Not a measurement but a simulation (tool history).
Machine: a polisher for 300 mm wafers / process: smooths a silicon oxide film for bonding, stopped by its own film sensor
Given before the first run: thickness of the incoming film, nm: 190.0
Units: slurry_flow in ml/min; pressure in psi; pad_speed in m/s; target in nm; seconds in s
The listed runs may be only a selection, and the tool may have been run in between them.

Run 1, hour 0.0: slurry_flow 290 ml/min, pressure 2.3 psi, pad_speed 0.82 m/s, slurry_solids 1.0, target 168 nm. Result: seconds 25.829 s.
Run 2, hour 7.1: slurry_flow 290 ml/min, pressure 2.3 psi, pad_speed 0.82 m/s, slurry_solids 1.0, target 168 nm. Result: seconds 26.493 s.
Run 3, hour 15.3: slurry_flow 350 ml/min, pressure 2.3 psi, pad_speed 0.82 m/s, slurry_solids 1.0, target 168 nm. Result: seconds 26.015 s.
Run 4, hour 24.0: slurry_flow 350 ml/min, pressure 2.2 psi, pad_speed 0.82 m/s, slurry_solids 1.0, target 168 nm. Result: seconds 26.888 s.
Run 5, hour 31.1: slurry_flow 350 ml/min, pressure 2.2 psi, pad_speed 0.70 m/s, slurry_solids 1.0, target 168 nm. Result: seconds 28.614 s.
Run 6, hour 36.7: slurry_flow 350 ml/min, pressure 2.2 psi, pad_speed 0.70 m/s, slurry_solids 1.0, target 170 nm. Result: seconds 26.543 s.
Run 7, hour 41.6: slurry_flow 350 ml/min, pressure 2.1 psi, pad_speed 0.70 m/s, slurry_solids 1.0, target 170 nm. Result: seconds 27.488 s.
Run 8, hour 47.6: slurry_flow 350 ml/min, pressure 2.1 psi, pad_speed 0.70 m/s, slurry_solids 1.0, target 170 nm. Result: seconds 27.190 s.
Run 9, hour 50.9: slurry_flow 350 ml/min, pressure 2.0 psi, pad_speed 0.70 m/s, slurry_solids 1.0, target 170 nm. Result: seconds 28.482 s.
Run 10, hour 58.3: slurry_flow 350 ml/min, pressure 2.0 psi, pad_speed 0.70 m/s, slurry_solids 1.0, target 170 nm. Result: seconds 28.713 s.

Run 11, settings as shown, results not yet in. Your forecast:
Run 11, hour 67.0: slurry_flow 350 ml/min, pressure 2.0 psi, pad_speed 0.70 m/s, slurry_solids 1.0, target 170 nm. Result: seconds ?.

For run 11 the tool returned seconds 29.448 s.
